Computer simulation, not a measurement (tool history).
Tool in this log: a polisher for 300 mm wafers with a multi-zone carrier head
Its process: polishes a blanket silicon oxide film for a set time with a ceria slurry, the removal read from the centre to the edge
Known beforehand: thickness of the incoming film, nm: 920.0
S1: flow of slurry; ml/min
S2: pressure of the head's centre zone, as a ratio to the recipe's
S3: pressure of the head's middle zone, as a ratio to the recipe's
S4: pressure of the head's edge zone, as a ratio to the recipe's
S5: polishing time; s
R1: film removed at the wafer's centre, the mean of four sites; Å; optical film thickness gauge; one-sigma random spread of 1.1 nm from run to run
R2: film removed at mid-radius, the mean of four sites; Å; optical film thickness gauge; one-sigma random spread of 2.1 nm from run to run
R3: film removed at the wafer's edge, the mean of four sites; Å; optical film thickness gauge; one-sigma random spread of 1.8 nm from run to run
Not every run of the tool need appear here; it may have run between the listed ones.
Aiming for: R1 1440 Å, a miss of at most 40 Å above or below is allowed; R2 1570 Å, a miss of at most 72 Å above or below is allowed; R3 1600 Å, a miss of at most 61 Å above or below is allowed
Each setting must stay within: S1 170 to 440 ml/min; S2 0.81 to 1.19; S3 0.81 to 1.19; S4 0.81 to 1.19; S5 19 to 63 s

| run | hour | S1 | S2 | S3 | S4 | S5 | R1 | R2 | R3 |
|---|---|---|---|---|---|---|---|---|---|
| 1 | 0 | 280 | 1 | 1 | 1 | 41 | 1296.1 | 1264 | 1301.5 |
| 2 | 4.2 | 280 | 1 | 1.04 | 1 | 41 | 1299.4 | 1355.3 | 1292.2 |
| 3 | 9.1 | 285 | 1 | 1.04 | 1.02 | 42 | 1343.8 | 1344.7 | 1347 |
| 4 | 17.1 | 225 | 1 | 1.04 | 1.02 | 42 | 1300.2 | 1343.6 | 1314.3 |
| 5 | 18.8 | 230 | 1 | 1.05 | 1.04 | 42 | 1288.9 | 1340.7 | 1327.8 |
| 6 | 25.7 | 240 | 1 | 1.06 | 1.06 | 43 | 1332.6 | 1382.9 | 1388.9 |
| 7 | 30.4 | 250 | 1 | 1.07 | 1.07 | 43 | 1342.4 | 1384.3 | 1398.5 |
| 8 | 32.5 | 250 | 1 | 1.07 | 1.07 | 43 | 1332.7 | 1365.7 | 1393.7 |
| 9 | 33.7 | 255 | 1 | 1.08 | 1.08 | 44 | 1388.6 | 1417.1 | 1414.4 |
| 10 | 35.8 | 250 | 0.99 | 1.08 | 1.09 | 45 | 1392 | 1483.1 | 1496.2 |
| 11 | 42.7 | 255 | 0.99 | 1.08 | 1.09 | 45 | 1402.2 | 1469.5 | 1476.8 |
| 12 | 50.2 | 255 | 0.99 | 1.08 | 1.1 | 45 | 1391.4 | 1501.3 | 1496.2 |
| 13 | 52.6 | 260 | 0.99 | 1.08 | 1.11 | 45 | 1407.7 | 1478.7 | 1479.9 |
| 14 | 57.6 | 260 | 0.99 | 1.08 | 1.12 | 45 | 1409.5 | 1449.6 | 1516.9 |
| 15 | 64.9 | 260 | 0.99 | 1.09 | 1.12 | 45 | 1395.4 | 1479.6 | 1521.1 |
| 16 | 69 | 265 | 0.99 | 1.09 | 1.12 | 45 | 1392.8 | 1490.8 | 1522.7 |
| 17 | 77.5 | 270 | 0.99 | 1.09 | 1.12 | 45 | 1407.3 | 1478.6 | 1507.2 |
| 18 | 84.2 | 270 | 0.99 | 1.09 | 1.13 | 45 | 1406.7 | 1506.3 | 1520.1 |
| 19 | 92.7 | 275 | 0.99 | 1.09 | 1.14 | 45 | 1424.8 | 1464.5 | 1514.4 |

5 candidate next runs follow, results not yet known. Just one meets every target within its allowed miss. Identify it.
| A | 101.2 | 330 | 0.99 | 1.12 | 1.19 | 45 | ? | ? | ? |
| B | 101.2 | 210 | 0.98 | 1.06 | 1.17 | 44 | ? | ? | ? |
| C | 101.2 | 290 | 0.96 | 0.96 | 1.19 | 46 | ? | ? | ? |
| D | 101.2 | 285 | 0.93 | 1.19 | 1.04 | 49 | ? | ? | ? |
| E | 101.2 | 285 | 1 | 1.07 | 1.09 | 48 | ? | ? | ? |

| move | R1 | R2 | R3 |
|---|---|---|---|
| A | 1428.1 | 1546.1 | 1585.5 |
| B | 1309.2 | 1386.1 | 1481.3 |
| C | 1398.9 | 1409 | 1608.6 |
| D | 1446.2 | 1732.4 | 1594.1 |
| E | 1513.9 | 1577 | 1600.5 |
A: in spec on every target
B: moves away from the targets compared with the last run
C: moves away from the targets compared with the last run
D: moves the result that the last run missed by most past its target, out the other side
E: corrects the largest miss of the last run, while another result sits out of spec
Go with A: it meets all targets.
